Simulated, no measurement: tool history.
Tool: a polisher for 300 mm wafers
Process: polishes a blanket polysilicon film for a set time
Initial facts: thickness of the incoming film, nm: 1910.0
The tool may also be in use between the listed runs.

run,hour,flow of slurry (ml/min),pressure of the wafer on the pad (psi),speed of the pad under the wafer (m/s),polishing time (s),film removed (nm)
1,0.0,235,2.0,0.76,27,129.89
2,0.8,185,2.0,0.76,27,126.29
3,8.0,205,2.0,0.76,27,130.47
4,13.2,205,1.9,0.76,27,123.74
5,15.1,205,1.8,0.76,27,115.39
6,16.2,205,2.1,0.76,27,134.22
7,18.7,205,2.0,0.76,27,129.99

What does the tool deliver on the next run?
8,20.8,205,1.9,0.76,27,?

film removed (nm): 121.56
